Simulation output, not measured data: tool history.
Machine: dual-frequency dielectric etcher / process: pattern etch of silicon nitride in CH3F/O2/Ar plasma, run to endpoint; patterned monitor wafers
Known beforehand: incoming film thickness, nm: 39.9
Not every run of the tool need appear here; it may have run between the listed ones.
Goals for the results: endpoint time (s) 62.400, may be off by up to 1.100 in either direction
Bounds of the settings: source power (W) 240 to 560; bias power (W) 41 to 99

run	hour	source power (W)	bias power (W)	endpoint time (s)
1	0.0	400	70	55.913
2	0.9	400	60	59.660
3	6.7	400	72	55.844
4	13.0	390	72	56.005
5	18.2	390	61	59.556
6	20.6	460	61	57.143
7	23.5	450	60	57.131
8	24.8	440	60	57.369
9	33.2	430	60	58.260
10	34.3	420	60	58.221

Below are 5 possible settings for the next run. Only one of them brings all results inside the allowed miss of their targets. Which is it?
A	35.4	360	47	?
B	35.4	350	61	?
C	35.4	330	57	?
D	35.4	520	72	?
E	35.4	400	43	?

move	endpoint time (s)
A	64.533
B	60.219
C	62.145
D	52.610
E	64.663
A: carries the result that was furthest off beyond its target, to the other side
B: nearer the targets than the last run, but a result is still out of spec
C: each result inside its tolerance
D: its largest miss is bigger than the last run's
E: carries the result that was furthest off beyond its target, to the other side
Answer: C
